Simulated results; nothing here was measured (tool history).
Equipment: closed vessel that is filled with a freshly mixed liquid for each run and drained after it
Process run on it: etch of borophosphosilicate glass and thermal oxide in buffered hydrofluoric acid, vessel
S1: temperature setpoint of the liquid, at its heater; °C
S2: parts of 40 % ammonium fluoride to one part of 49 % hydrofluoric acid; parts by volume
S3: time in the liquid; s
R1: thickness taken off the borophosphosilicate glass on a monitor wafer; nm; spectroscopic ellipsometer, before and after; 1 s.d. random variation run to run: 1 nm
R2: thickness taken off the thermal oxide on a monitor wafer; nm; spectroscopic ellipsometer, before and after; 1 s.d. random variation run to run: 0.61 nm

run 1 hour=0 | S1=22 S2=8 S3=60 | R1=124.36 R2=70.101
run 2 hour=7.7 | S1=19 S2=8 S3=60 | R1=103.49 R2=60.378
run 3 hour=9.2 | S1=20 S2=8 S3=60 | R1=109.91 R2=63.401
run 4 hour=9.9 | S1=20 S2=8 S3=75 | R1=137.8 R2=80.835
run 5 hour=16.5 | S1=20.5 S2=8 S3=75 | R1=143.89 R2=82.157
run 6 hour=22.8 | S1=20.5 S2=8 S3=60 | R1=115.23 R2=65.52
run 7 hour=26.5 | S1=20.5 S2=8 S3=60 | R1=113.93 R2=66.235
run 8 hour=32.1 | S1=21.5 S2=8 S3=60 | R1=118.73 R2=69.402
run 9 hour=37.6 | S1=22.5 S2=8 S3=60 | R1=126.17 R2=72.869
run 10 hour=42 | S1=23 S2=8 S3=60 | R1=130.39 R2=74.478
run 11 hour=43.2 | S1=23.5 S2=8 S3=60 | R1=133.72 R2=77.529
run 12 hour=50.7 | S1=24 S2=8 S3=60 | R1=137 R2=78.908
run 13 hour=56.2 | S1=24.5 S2=8 S3=60 | R1=141.13 R2=82.028

For run 14, what comes out?
run 14 hour=57.4 | S1=25 S2=8 S3=60 | R1=? R2=?

R1: 142.58 nm
R2: 83.656 nm
